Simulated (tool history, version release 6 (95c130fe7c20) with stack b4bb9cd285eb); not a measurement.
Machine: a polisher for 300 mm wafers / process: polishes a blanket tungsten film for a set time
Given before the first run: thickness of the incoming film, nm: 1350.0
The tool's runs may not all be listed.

| run | day | flow of slurry (ml/min) | pressure of the wafer on the pad (psi) | speed of the pad under the wafer (m/s) | abrasive content of the slurry | polishing time (s) | film removed (nm) |
|---|---|---|---|---|---|---|---|
| 1 | 0 | 265 | 3 | 0.98 | 1 | 70 | 242.28 |
| 2 | 0.058 | 265 | 2.8 | 0.96 | 1 | 70 | 224.51 |
| 3 | 0.083 | 265 | 2.6 | 0.94 | 1 | 70 | 203.82 |
| 4 | 0.3 | 265 | 2.4 | 0.92 | 1 | 70 | 186.62 |
| 5 | 0.517 | 265 | 2.4 | 0.92 | 0.9 | 70 | 184.28 |
| 6 | 0.654 | 265 | 2.2 | 0.92 | 0.9 | 70 | 171.34 |
| 7 | 0.775 | 265 | 2.1 | 0.92 | 0.9 | 70 | 158.31 |
| 8 | 0.929 | 265 | 2 | 0.92 | 0.9 | 70 | 155.33 |

Run 9 is up next; what results do you expect?
| 9 | 1.221 | 265 | 1.9 | 0.92 | 0.9 | 70 | ? |

film removed (nm): 147.59
